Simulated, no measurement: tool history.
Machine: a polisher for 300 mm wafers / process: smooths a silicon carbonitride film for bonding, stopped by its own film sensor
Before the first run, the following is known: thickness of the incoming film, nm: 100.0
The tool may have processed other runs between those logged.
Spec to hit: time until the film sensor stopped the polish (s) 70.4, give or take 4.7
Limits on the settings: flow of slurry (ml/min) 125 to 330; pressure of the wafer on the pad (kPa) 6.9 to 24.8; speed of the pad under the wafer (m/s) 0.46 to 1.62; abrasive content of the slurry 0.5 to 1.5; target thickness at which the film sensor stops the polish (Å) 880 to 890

run,hour,flow of slurry (ml/min),pressure of the wafer on the pad (kPa),speed of the pad under the wafer (m/s),abrasive content of the slurry,target thickness at which the film sensor stops the polish (Å),time until the film sensor stopped the polish (s)
1,0,210,15.9,1.04,1,880,33.109
2,4.8,210,13.8,0.98,1,880,39.135
3,9.4,245,13.8,0.98,1,880,37.622
4,17.8,240,12.4,0.92,1,880,45.805
5,20.5,240,11,0.9,1,880,49.381
6,24.4,240,11,0.9,1.2,880,47.294
7,30.3,240,10.3,0.86,1.2,880,48.65
8,35.5,240,9.7,0.82,1.2,880,54.749
9,41.7,240,9,0.8,1.2,880,59.158
10,49.3,240,8.3,0.8,1.2,880,63.405

Which one of the following 4 next-run settings gets every result inside its allowed miss? There is exactly one.
A,56.9,245,9,0.78,1.25,880,?
B,56.9,245,7.6,0.92,1.05,890,?
C,56.9,275,7.6,0.96,1.25,880,?
D,56.9,225,9,0.64,1,890,?

move,time until the film sensor stopped the polish (s)
A,58.779
B,59.092
C,57.417
D,68.369
A: its largest miss is bigger than the last run's
B: its largest miss is bigger than the last run's
C: its largest miss is bigger than the last run's
D: hits every target within its allowed miss
The right move is D.
